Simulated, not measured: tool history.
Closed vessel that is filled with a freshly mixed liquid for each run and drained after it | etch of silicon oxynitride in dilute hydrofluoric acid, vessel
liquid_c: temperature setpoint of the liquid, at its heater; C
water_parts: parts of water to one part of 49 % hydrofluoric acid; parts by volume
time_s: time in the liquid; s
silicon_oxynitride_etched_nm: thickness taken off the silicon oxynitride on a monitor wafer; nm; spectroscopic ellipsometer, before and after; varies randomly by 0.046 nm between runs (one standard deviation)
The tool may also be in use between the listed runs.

run	day	liquid_c	water_parts	time_s	silicon_oxynitride_etched_nm
1	0.000	20.0	255	2335	12.8150
2	0.333	19.5	265	2335	12.1480
3	0.525	19.0	275	2335	11.4080
4	0.804	19.0	285	2335	10.8710
5	0.912	19.0	295	2335	10.3330
6	1.258	19.0	295	2500	11.2020
7	1.312	19.0	305	2500	10.6870
8	1.596	19.0	315	2500	10.3170

What does the tool deliver on the next run?
9	1.929	17.0	410	2495	?

{"run 9": {"silicon_oxynitride_etched_nm": 6.9115}}
